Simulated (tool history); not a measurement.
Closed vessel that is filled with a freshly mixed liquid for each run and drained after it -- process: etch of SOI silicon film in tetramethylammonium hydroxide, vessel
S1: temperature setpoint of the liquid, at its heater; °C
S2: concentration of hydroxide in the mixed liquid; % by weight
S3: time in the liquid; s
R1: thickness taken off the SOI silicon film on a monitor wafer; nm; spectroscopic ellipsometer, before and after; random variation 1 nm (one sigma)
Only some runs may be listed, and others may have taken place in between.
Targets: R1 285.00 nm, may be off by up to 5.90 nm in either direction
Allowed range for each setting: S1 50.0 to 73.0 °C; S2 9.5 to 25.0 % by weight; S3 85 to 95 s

| run | hour | S1 | S2 | S3 | R1 |
|---|---|---|---|---|---|
| 1 | 0.0 | 60.0 | 18.5 | 85 | 237.35 |
| 2 | 7.7 | 60.0 | 15.5 | 85 | 255.69 |
| 3 | 9.7 | 57.0 | 15.5 | 85 | 211.05 |
| 4 | 15.2 | 57.0 | 17.5 | 85 | 200.76 |
| 5 | 20.0 | 57.0 | 19.5 | 85 | 191.50 |
|  | 22.1 | hydroxide flow meter replaced |
| 6 | 22.1 | 57.0 | 17.5 | 85 | 205.79 |
| 7 | 28.5 | 57.5 | 17.5 | 85 | 212.10 |
| 8 | 37.0 | 63.0 | 17.5 | 85 | 298.69 |

Which of these 4 next moves meets every target?
| A | 45.5 | 62.5 | 17.0 | 90 | ? |
| B | 45.5 | 63.0 | 17.5 | 90 | ? |
| C | 45.5 | 62.0 | 15.5 | 85 | ? |
| D | 45.5 | 62.5 | 18.5 | 85 | ? |

| move | R1 |
|---|---|
| A | 312.08 |
| B | 318.25 |
| C | 295.25 |
| D | 285.02 |
A: the biggest miss grows against the last run
B: the biggest miss grows against the last run
C: closes in on the targets versus the last run, not all within tolerance yet
D: every result within its allowed miss
So the answer is move D, the one that meets all the targets.
